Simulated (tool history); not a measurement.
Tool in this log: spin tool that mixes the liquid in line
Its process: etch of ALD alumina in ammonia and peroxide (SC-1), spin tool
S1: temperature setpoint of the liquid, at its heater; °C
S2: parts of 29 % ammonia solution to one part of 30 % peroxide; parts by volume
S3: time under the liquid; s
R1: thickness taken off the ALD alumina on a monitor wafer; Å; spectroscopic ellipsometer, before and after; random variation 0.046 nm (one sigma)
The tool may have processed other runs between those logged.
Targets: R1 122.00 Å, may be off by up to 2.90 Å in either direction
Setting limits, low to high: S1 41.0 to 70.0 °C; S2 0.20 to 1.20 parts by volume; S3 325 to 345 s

Run 1, hour 0.0: S1 57.0 °C, S2 0.85 parts by volume, S3 325 s. Result: R1 226.68 Å.
Run 2, hour 5.0: S1 55.0 °C, S2 0.85 parts by volume, S3 325 s. Result: R1 204.26 Å.
Run 3, hour 12.1: S1 58.5 °C, S2 0.85 parts by volume, S3 325 s. Result: R1 247.39 Å.
Run 4, hour 12.8: S1 56.5 °C, S2 0.85 parts by volume, S3 325 s. Result: R1 222.37 Å.
Run 5, hour 21.2: S1 56.5 °C, S2 0.70 parts by volume, S3 325 s. Result: R1 217.53 Å.
Run 6, hour 29.3: S1 56.5 °C, S2 0.95 parts by volume, S3 325 s. Result: R1 223.92 Å.
Run 7, hour 34.6: S1 55.0 °C, S2 0.95 parts by volume, S3 325 s. Result: R1 206.99 Å.
Run 8, hour 42.5: S1 53.5 °C, S2 0.95 parts by volume, S3 325 s. Result: R1 189.63 Å.
Run 9, hour 45.6: S1 52.5 °C, S2 0.95 parts by volume, S3 325 s. Result: R1 180.66 Å.
Run 10, hour 48.8: S1 51.5 °C, S2 0.95 parts by volume, S3 325 s. Result: R1 171.05 Å.
Run 11, hour 52.6: S1 50.5 °C, S2 0.95 parts by volume, S3 325 s. Result: R1 162.43 Å.
Run 12, hour 60.6: S1 49.5 °C, S2 0.95 parts by volume, S3 325 s. Result: R1 153.36 Å.
Run 13, hour 64.7: S1 49.0 °C, S2 0.95 parts by volume, S3 325 s. Result: R1 149.55 Å.
Run 14, hour 65.9: S1 48.5 °C, S2 0.95 parts by volume, S3 325 s. Result: R1 146.60 Å.

Which of these 4 next moves meets every target?
Run A, hour 67.1: S1 46.0 °C, S2 0.90 parts by volume, S3 335 s. Result: R1 ?.
Run B, hour 67.1: S1 45.5 °C, S2 0.95 parts by volume, S3 325 s. Result: R1 ?.
Run C, hour 67.1: S1 46.5 °C, S2 0.90 parts by volume, S3 325 s. Result: R1 ?.
Run D, hour 67.1: S1 46.5 °C, S2 1.05 parts by volume, S3 325 s. Result: R1 ?.

move      R1
   A  130.42
   B  123.63
   C  130.15
   D  132.07
A: nearer the targets than the last run, but a result is still out of spec
B: every result lands within tolerance
C: nearer the targets than the last run, but a result is still out of spec
D: nearer the targets than the last run, but a result is still out of spec
Go with B: it meets all targets.
